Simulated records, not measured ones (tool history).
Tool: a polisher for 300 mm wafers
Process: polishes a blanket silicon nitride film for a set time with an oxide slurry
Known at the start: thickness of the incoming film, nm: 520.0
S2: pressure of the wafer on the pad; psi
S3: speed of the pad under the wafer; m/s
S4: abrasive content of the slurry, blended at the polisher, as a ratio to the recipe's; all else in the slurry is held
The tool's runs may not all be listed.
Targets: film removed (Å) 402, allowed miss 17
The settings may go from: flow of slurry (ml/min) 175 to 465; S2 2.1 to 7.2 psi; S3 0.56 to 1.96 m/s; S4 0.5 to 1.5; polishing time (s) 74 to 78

Run 1, hour 0: flow of slurry (ml/min) 295, S2 4.6 psi, S3 1.26 m/s, S4 1, polishing time (s) 74. Result: film removed (Å) 623.62.
Run 2, hour 4.5: flow of slurry (ml/min) 295, S2 4.6 psi, S3 1.14 m/s, S4 1, polishing time (s) 74. Result: film removed (Å) 582.27.
Run 3, hour 7.5: flow of slurry (ml/min) 365, S2 4.6 psi, S3 1.14 m/s, S4 1, polishing time (s) 74. Result: film removed (Å) 589.25.
Run 4, hour 12.6: flow of slurry (ml/min) 365, S2 4.6 psi, S3 1.14 m/s, S4 1.1, polishing time (s) 74. Result: film removed (Å) 612.96.
Run 5, hour 15.1: flow of slurry (ml/min) 365, S2 4.6 psi, S3 1.28 m/s, S4 1.1, polishing time (s) 74. Result: film removed (Å) 639.75.
Run 6, hour 24.1: flow of slurry (ml/min) 365, S2 4.6 psi, S3 1.28 m/s, S4 1.1, polishing time (s) 74. Result: film removed (Å) 635.42.
Run 7, hour 32.7: flow of slurry (ml/min) 365, S2 4.1 psi, S3 1.26 m/s, S4 1.1, polishing time (s) 74. Result: film removed (Å) 585.04.
Run 8, hour 41.4: flow of slurry (ml/min) 365, S2 4.1 psi, S3 1.26 m/s, S4 1.1, polishing time (s) 74. Result: film removed (Å) 573.28.
Run 9, hour 42.4: flow of slurry (ml/min) 365, S2 3.7 psi, S3 1.24 m/s, S4 1.1, polishing time (s) 74. Result: film removed (Å) 510.8.
Run 10, hour 47.1: flow of slurry (ml/min) 365, S2 3.5 psi, S3 1.24 m/s, S4 1.1, polishing time (s) 74. Result: film removed (Å) 487.69.
Run 11, hour 51.2: flow of slurry (ml/min) 365, S2 3.3 psi, S3 1.24 m/s, S4 1.1, polishing time (s) 74. Result: film removed (Å) 459.21.
Run 12, hour 53.6: flow of slurry (ml/min) 365, S2 3.3 psi, S3 1.24 m/s, S4 1.1, polishing time (s) 74. Result: film removed (Å) 465.41.
Run 13, hour 56.3: flow of slurry (ml/min) 365, S2 2.5 psi, S3 1.22 m/s, S4 1.1, polishing time (s) 74. Result: film removed (Å) 345.34.
Run 14, hour 59.5: flow of slurry (ml/min) 365, S2 2.6 psi, S3 1.22 m/s, S4 1.1, polishing time (s) 74. Result: film removed (Å) 362.49.
Run 15, hour 65.9: flow of slurry (ml/min) 365, S2 2.7 psi, S3 1.22 m/s, S4 1.1, polishing time (s) 74. Result: film removed (Å) 375.06.

Which of these 5 next moves meets every target?
Run A, hour 72.3: flow of slurry (ml/min) 385, S2 2.6 psi, S3 1.3 m/s, S4 0.9, polishing time (s) 74. Result: film removed (Å) ?.
Run B, hour 72.3: flow of slurry (ml/min) 380, S2 2.7 psi, S3 1.18 m/s, S4 0.9, polishing time (s) 78. Result: film removed (Å) ?.
Run C, hour 72.3: flow of slurry (ml/min) 350, S2 3.2 psi, S3 1.02 m/s, S4 1.1, polishing time (s) 74. Result: film removed (Å) ?.
Run D, hour 72.3: flow of slurry (ml/min) 315, S2 2.1 psi, S3 1.38 m/s, S4 1.3, polishing time (s) 74. Result: film removed (Å) ?.
Run E, hour 72.3: flow of slurry (ml/min) 370, S2 2.6 psi, S3 1.28 m/s, S4 1, polishing time (s) 74. Result: film removed (Å) ?.

move  film removed (Å)
   A            365.99
   B            376.21
   C            403.85
   D            338.95
   E            372.04
A: further off than the last run
B: as far off as the last run
C: meets every target
D: further off than the last run
E: further off than the last run
Answer: C

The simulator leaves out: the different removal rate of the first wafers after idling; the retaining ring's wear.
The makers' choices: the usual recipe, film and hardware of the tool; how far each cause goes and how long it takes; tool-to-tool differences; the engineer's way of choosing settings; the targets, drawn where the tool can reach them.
